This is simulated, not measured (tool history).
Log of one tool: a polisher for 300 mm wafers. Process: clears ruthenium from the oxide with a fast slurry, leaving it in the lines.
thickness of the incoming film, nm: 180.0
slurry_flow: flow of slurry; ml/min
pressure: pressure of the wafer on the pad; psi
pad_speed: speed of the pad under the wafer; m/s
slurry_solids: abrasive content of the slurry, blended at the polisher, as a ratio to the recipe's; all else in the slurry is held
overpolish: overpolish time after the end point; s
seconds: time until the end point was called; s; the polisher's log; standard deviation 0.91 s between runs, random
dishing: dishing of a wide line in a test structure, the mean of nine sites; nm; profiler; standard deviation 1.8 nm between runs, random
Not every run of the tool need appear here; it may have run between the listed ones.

| run | day | slurry_flow | pressure | pad_speed | slurry_solids | overpolish | seconds | dishing |
|---|---|---|---|---|---|---|---|---|
| 1 | 0.000 | 150 | 2.7 | 1.02 | 1.0 | 22 | 55.642 | 62.737 |
| 2 | 0.188 | 150 | 2.6 | 1.02 | 1.0 | 26 | 58.137 | 70.629 |
| 3 | 0.383 | 170 | 2.6 | 1.02 | 1.0 | 26 | 58.226 | 71.525 |
| 4 | 0.408 | 170 | 2.0 | 1.02 | 1.0 | 26 | 72.286 | 58.374 |
| 5 | 0.629 | 170 | 1.6 | 1.02 | 1.0 | 26 | 90.480 | 47.180 |
| 6 | 0.654 | 170 | 1.3 | 1.02 | 1.0 | 26 | 109.430 | 40.725 |
| 7 | 0.979 | 170 | 1.6 | 1.02 | 1.0 | 29 | 90.152 | 51.586 |
| 8 | 1.258 | 170 | 1.8 | 1.02 | 1.0 | 32 | 79.989 | 63.098 |
| 9 | 1.550 | 170 | 2.0 | 1.02 | 1.0 | 34 | 72.567 | 70.007 |
| 10 | 1.900 | 170 | 2.1 | 1.02 | 1.0 | 36 | 69.017 | 80.197 |

Run 11 comes next. What will it give?
|  | 2.067 | slurry nozzle cleaned |
| 11 | 2.067 | 170 | 2.2 | 1.02 | 1.0 | 37 | ? | ? |

Run 11 gave seconds 66.487 s, dishing 85.314 nm.
